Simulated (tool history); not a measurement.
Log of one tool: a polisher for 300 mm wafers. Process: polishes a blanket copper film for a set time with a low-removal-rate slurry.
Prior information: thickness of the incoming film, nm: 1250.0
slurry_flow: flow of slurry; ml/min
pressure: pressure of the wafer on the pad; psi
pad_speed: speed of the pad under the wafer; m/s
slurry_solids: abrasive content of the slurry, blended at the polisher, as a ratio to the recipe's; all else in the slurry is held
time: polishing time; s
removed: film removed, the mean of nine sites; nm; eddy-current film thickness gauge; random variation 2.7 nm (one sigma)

run,hour,slurry_flow,pressure,pad_speed,slurry_solids,time,removed
1,0,150,2.6,1.24,1,87,318.9
2,7.6,150,2.4,1.24,1,87,307.6
3,10.8,150,2.4,1.38,1,87,324.46
4,16.7,150,2.4,1.38,1.15,87,342.01
5,17.2,150,2.2,1.34,1.15,87,294.04
6,19.9,150,1.7,1.34,1.15,87,236.47
7,27.2,150,1.6,1.34,1.15,87,224.05
8,33.8,145,1.2,1.32,1.15,87,164.21
9,41.1,150,1.2,1.32,1.15,87,170.12

Run 10, settings as shown, results not yet in. Your forecast:
# hour 48: slurry blender recalibrated
10,48,155,1.2,1.32,1.15,87,?

Run 10 yielded removed 169.09 nm.
